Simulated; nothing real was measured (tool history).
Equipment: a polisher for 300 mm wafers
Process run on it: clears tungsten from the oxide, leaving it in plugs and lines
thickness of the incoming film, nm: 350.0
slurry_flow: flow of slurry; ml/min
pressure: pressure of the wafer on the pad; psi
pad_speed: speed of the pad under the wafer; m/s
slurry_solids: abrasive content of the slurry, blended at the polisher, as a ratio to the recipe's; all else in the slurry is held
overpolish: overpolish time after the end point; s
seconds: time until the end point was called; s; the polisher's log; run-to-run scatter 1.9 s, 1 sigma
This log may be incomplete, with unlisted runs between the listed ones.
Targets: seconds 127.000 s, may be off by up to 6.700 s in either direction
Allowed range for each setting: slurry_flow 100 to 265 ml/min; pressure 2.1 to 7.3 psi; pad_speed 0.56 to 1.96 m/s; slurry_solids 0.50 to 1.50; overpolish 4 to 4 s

{"run": 1, "hour": 0.0, "slurry_flow": 170, "pressure": 4.7, "pad_speed": 1.26, "slurry_solids": 1.0, "overpolish": 4, "seconds": 42.832}
{"run": 2, "hour": 2.9, "slurry_flow": 170, "pressure": 4.0, "pad_speed": 1.26, "slurry_solids": 1.0, "overpolish": 4, "seconds": 50.518}
{"run": 3, "hour": 5.2, "slurry_flow": 170, "pressure": 3.0, "pad_speed": 1.26, "slurry_solids": 1.0, "overpolish": 4, "seconds": 66.063}
{"run": 4, "hour": 13.2, "slurry_flow": 170, "pressure": 2.8, "pad_speed": 1.16, "slurry_solids": 1.0, "overpolish": 4, "seconds": 74.608}
{"run": 5, "hour": 20.1, "slurry_flow": 170, "pressure": 2.8, "pad_speed": 1.16, "slurry_solids": 1.1, "overpolish": 4, "seconds": 73.995}
{"run": 6, "hour": 28.4, "slurry_flow": 170, "pressure": 3.2, "pad_speed": 1.16, "slurry_solids": 1.1, "overpolish": 4, "seconds": 65.986}
{"run": 7, "hour": 30.2, "slurry_flow": 170, "pressure": 3.0, "pad_speed": 1.06, "slurry_solids": 1.1, "overpolish": 4, "seconds": 76.465}
{"run": 8, "hour": 35.0, "slurry_flow": 170, "pressure": 2.8, "pad_speed": 1.0, "slurry_solids": 1.1, "overpolish": 4, "seconds": 85.278}
{"run": 9, "hour": 35.5, "slurry_flow": 170, "pressure": 2.6, "pad_speed": 0.94, "slurry_solids": 1.1, "overpolish": 4, "seconds": 96.998}
{"run": 10, "hour": 44.0, "slurry_flow": 170, "pressure": 2.5, "pad_speed": 0.92, "slurry_solids": 1.1, "overpolish": 4, "seconds": 104.38}
{"run": 11, "hour": 47.0, "slurry_flow": 170, "pressure": 2.4, "pad_speed": 0.9, "slurry_solids": 1.1, "overpolish": 4, "seconds": 109.69}
{"run": 12, "hour": 52.2, "slurry_flow": 165, "pressure": 2.1, "pad_speed": 0.8, "slurry_solids": 1.1, "overpolish": 4, "seconds": 140.05}
{"run": 13, "hour": 56.4, "slurry_flow": 170, "pressure": 2.1, "pad_speed": 0.8, "slurry_solids": 1.1, "overpolish": 4, "seconds": 137.4}

Below are 5 possible settings for the next run. Only one of them brings all results inside the allowed miss of their targets. Which is it?
{"run": "A", "hour": 60.6, "slurry_flow": 130, "pressure": 2.1, "pad_speed": 0.78, "slurry_solids": 1.4, "overpolish": 4, "seconds": "?"}
{"run": "B", "hour": 60.6, "slurry_flow": 175, "pressure": 2.1, "pad_speed": 0.72, "slurry_solids": 1.0, "overpolish": 4, "seconds": "?"}
{"run": "C", "hour": 60.6, "slurry_flow": 150, "pressure": 2.1, "pad_speed": 0.86, "slurry_solids": 0.9, "overpolish": 4, "seconds": "?"}
{"run": "D", "hour": 60.6, "slurry_flow": 220, "pressure": 3.0, "pad_speed": 0.56, "slurry_solids": 1.4, "overpolish": 4, "seconds": "?"}
{"run": "E", "hour": 60.6, "slurry_flow": 160, "pressure": 2.1, "pad_speed": 0.76, "slurry_solids": 1.05, "overpolish": 4, "seconds": "?"}

move=A seconds=140.970
move=B seconds=158.080
move=C seconds=141.460
move=D seconds=125.660
move=E seconds=150.360
A: the biggest miss grows against the last run
B: the biggest miss grows against the last run
C: the biggest miss grows against the last run
D: all results land within tolerance of their targets
E: the biggest miss grows against the last run
Move D is the one to make.

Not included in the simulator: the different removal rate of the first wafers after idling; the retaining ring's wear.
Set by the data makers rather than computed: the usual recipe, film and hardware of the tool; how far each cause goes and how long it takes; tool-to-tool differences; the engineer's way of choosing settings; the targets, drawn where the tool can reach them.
